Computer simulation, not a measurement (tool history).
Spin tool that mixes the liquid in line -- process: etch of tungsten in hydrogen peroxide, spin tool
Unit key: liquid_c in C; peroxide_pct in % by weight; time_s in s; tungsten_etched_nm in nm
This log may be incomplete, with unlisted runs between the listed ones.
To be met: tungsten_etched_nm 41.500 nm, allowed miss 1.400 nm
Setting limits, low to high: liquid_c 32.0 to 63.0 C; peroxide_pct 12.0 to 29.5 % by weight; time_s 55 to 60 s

{"run": 1, "hour": 0.0, "liquid_c": 47.0, "peroxide_pct": 20.0, "time_s": 55, "tungsten_etched_nm": 70.134}
{"run": 2, "hour": 7.5, "liquid_c": 47.0, "peroxide_pct": 24.0, "time_s": 55, "tungsten_etched_nm": 78.419}
{"run": 3, "hour": 12.4, "liquid_c": 44.0, "peroxide_pct": 24.0, "time_s": 55, "tungsten_etched_nm": 65.009}
{"run": 4, "hour": 18.7, "liquid_c": 42.0, "peroxide_pct": 24.0, "time_s": 55, "tungsten_etched_nm": 57.003}
{"run": 5, "hour": 20.2, "liquid_c": 40.5, "peroxide_pct": 24.0, "time_s": 55, "tungsten_etched_nm": 52.495}
{"run": 6, "hour": 21.4, "liquid_c": 40.5, "peroxide_pct": 24.0, "time_s": 60, "tungsten_etched_nm": 56.335}
{"run": 7, "hour": 26.2, "liquid_c": 39.0, "peroxide_pct": 24.0, "time_s": 60, "tungsten_etched_nm": 51.061}
{"run": 8, "hour": 31.5, "liquid_c": 38.0, "peroxide_pct": 24.0, "time_s": 60, "tungsten_etched_nm": 47.17}
{"run": 9, "hour": 37.1, "liquid_c": 37.5, "peroxide_pct": 24.0, "time_s": 60, "tungsten_etched_nm": 46.648}
{"run": 10, "hour": 41.2, "liquid_c": 37.0, "peroxide_pct": 24.0, "time_s": 60, "tungsten_etched_nm": 44.924}
{"run": 11, "hour": 46.9, "liquid_c": 36.5, "peroxide_pct": 24.0, "time_s": 60, "tungsten_etched_nm": 44.145}

4 candidate next runs follow, results not yet known. Just one meets every target within its allowed miss. Identify it.
{"run": "A", "hour": 52.6, "liquid_c": 36.5, "peroxide_pct": 26.0, "time_s": 55, "tungsten_etched_nm": "?"}
{"run": "B", "hour": 52.6, "liquid_c": 37.0, "peroxide_pct": 29.5, "time_s": 55, "tungsten_etched_nm": "?"}
{"run": "C", "hour": 52.6, "liquid_c": 37.5, "peroxide_pct": 24.0, "time_s": 60, "tungsten_etched_nm": "?"}
{"run": "D", "hour": 52.6, "liquid_c": 38.0, "peroxide_pct": 24.5, "time_s": 55, "tungsten_etched_nm": "?"}

move=A tungsten_etched_nm=42.401
move=B tungsten_etched_nm=46.691
move=C tungsten_etched_nm=47.490
move=D tungsten_etched_nm=45.460
A: hits every target within its allowed miss
B: its largest miss is bigger than the last run's
C: its largest miss is bigger than the last run's
D: its largest miss is bigger than the last run's
A is the move that brings every result within its allowed miss.

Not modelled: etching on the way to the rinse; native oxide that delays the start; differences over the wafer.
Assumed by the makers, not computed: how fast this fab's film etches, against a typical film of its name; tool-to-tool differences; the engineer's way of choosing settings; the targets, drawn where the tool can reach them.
